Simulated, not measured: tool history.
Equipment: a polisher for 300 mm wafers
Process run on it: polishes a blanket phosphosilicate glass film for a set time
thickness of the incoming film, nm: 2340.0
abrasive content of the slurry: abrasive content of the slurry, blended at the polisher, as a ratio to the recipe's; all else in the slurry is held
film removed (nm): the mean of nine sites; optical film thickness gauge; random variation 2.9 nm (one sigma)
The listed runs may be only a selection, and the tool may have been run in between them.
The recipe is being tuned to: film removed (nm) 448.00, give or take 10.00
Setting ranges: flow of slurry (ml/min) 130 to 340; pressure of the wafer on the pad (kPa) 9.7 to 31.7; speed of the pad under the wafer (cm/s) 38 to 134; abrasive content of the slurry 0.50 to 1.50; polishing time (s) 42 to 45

| run | day | flow of slurry (ml/min) | pressure of the wafer on the pad (kPa) | speed of the pad under the wafer (cm/s) | abrasive content of the slurry | polishing time (s) | film removed (nm) |
|---|---|---|---|---|---|---|---|
| 1 | 0.000 | 220 | 20.7 | 86 | 1.00 | 42 | 332.13 |
| 2 | 0.267 | 220 | 20.7 | 86 | 1.00 | 45 | 355.94 |
| 3 | 0.438 | 225 | 21.4 | 86 | 1.00 | 45 | 372.92 |
| 4 | 0.771 | 225 | 21.4 | 66 | 1.00 | 45 | 297.27 |
| 5 | 0.892 | 230 | 22.8 | 66 | 1.00 | 45 | 316.35 |
| 6 | 0.979 | 230 | 22.8 | 66 | 1.00 | 45 | 312.96 |
| 7 | 1.267 | 230 | 24.1 | 66 | 1.00 | 45 | 327.09 |
| 8 | 1.600 | 235 | 25.5 | 66 | 1.00 | 45 | 344.87 |
| 9 | 1.767 | 235 | 26.2 | 66 | 1.00 | 45 | 352.46 |
| 10 | 1.842 | 235 | 26.2 | 66 | 1.00 | 45 | 356.50 |
| 11 | 1.967 | 235 | 26.9 | 66 | 1.00 | 45 | 361.13 |
| 12 | 2.162 | 240 | 27.6 | 66 | 1.00 | 45 | 371.08 |
| 13 | 2.292 | 255 | 31.7 | 66 | 1.00 | 45 | 418.54 |
| 14 | 2.354 | 255 | 31.7 | 68 | 1.00 | 45 | 432.62 |

Below are 4 possible settings for the next run. Only one of them brings all results inside the allowed miss of their targets. Which is it?
| A | 2.417 | 245 | 31.7 | 74 | 1.10 | 42 | ? |
| B | 2.417 | 280 | 31.0 | 72 | 1.00 | 43 | ? |
| C | 2.417 | 260 | 31.0 | 68 | 1.05 | 44 | ? |
| D | 2.417 | 245 | 31.0 | 84 | 0.85 | 42 | ? |

| move | film removed (nm) |
|---|---|
| A | 453.82 |
| B | 428.82 |
| C | 427.78 |
| D | 421.93 |
A: all results land within tolerance of their targets
B: moves away from the targets compared with the last run
C: moves away from the targets compared with the last run
D: moves away from the targets compared with the last run
The right move is A.
